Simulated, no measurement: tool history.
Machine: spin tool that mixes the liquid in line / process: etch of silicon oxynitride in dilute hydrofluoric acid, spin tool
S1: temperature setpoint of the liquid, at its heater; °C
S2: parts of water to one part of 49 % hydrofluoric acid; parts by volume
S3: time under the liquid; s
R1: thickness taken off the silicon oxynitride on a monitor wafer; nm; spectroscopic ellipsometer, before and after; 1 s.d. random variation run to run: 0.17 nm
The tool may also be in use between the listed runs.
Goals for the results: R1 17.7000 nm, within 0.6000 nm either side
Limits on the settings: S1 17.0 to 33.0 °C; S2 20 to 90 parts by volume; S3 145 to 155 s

run,day,S1,S2,S3,R1
1,0.000,25.0,50,145,7.8849
2,0.300,26.5,45,145,9.4937
3,0.571,28.0,40,145,11.4680
4,0.825,26.0,40,145,10.3760
5,1.129,27.5,40,145,11.1700
6,1.429,28.5,40,145,11.6820
7,1.462,29.5,40,145,12.3020
8,1.775,30.0,40,145,12.2270
9,1.917,30.5,40,145,12.8790
10,2.138,33.0,30,145,19.3440
11,2.508,32.5,30,145,19.0960
12,2.592,32.0,30,145,18.5620

4 next moves are on the table. One of them brings every result within its allowed miss. Which?
A,2.675,33.0,35,155,?
B,2.675,32.5,30,145,?
C,2.675,33.0,30,145,?
D,2.675,33.0,30,150,?

move,R1
A,17.8920
B,19.1780
C,19.6290
D,20.3060
A: each result inside its tolerance
B: lands further from the targets than the last run did
C: lands further from the targets than the last run did
D: lands further from the targets than the last run did
The move that meets every target is A.

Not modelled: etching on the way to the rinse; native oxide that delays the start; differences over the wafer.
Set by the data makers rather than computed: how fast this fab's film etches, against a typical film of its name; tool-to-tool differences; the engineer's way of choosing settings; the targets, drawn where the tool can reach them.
